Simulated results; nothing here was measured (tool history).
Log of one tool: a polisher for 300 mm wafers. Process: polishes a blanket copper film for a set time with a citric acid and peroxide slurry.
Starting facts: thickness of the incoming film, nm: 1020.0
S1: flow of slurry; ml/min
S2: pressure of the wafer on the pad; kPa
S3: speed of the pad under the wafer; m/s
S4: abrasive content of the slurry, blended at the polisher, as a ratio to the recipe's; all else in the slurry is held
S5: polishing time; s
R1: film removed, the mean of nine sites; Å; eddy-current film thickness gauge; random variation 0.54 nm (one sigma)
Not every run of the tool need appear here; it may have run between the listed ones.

Run 1, day 0: S1 135 ml/min, S2 22.8 kPa, S3 0.76 m/s, S4 1, S5 39 s. Result: R1 628.31 Å.
Run 2, day 0.121: S1 135 ml/min, S2 22.8 kPa, S3 0.88 m/s, S4 1, S5 39 s. Result: R1 727.33 Å.
Run 3, day 0.267: S1 165 ml/min, S2 22.8 kPa, S3 0.88 m/s, S4 1, S5 39 s. Result: R1 730.1 Å.
Run 4, day 0.429: S1 165 ml/min, S2 20.7 kPa, S3 0.88 m/s, S4 1, S5 39 s. Result: R1 681.29 Å.
Run 5, day 0.471: S1 165 ml/min, S2 18.6 kPa, S3 0.88 m/s, S4 1, S5 39 s. Result: R1 635.56 Å.
Run 6, day 0.708: S1 165 ml/min, S2 18.6 kPa, S3 0.88 m/s, S4 1, S5 34 s. Result: R1 546.32 Å.
Run 7, day 0.979: S1 165 ml/min, S2 17.9 kPa, S3 0.88 m/s, S4 1, S5 34 s. Result: R1 531.79 Å.

Predict the results of run 8:
Run 8, day 1.179: S1 165 ml/min, S2 17.2 kPa, S3 0.88 m/s, S4 1, S5 34 s. Result: R1 ?.

R1: 508.45 Å
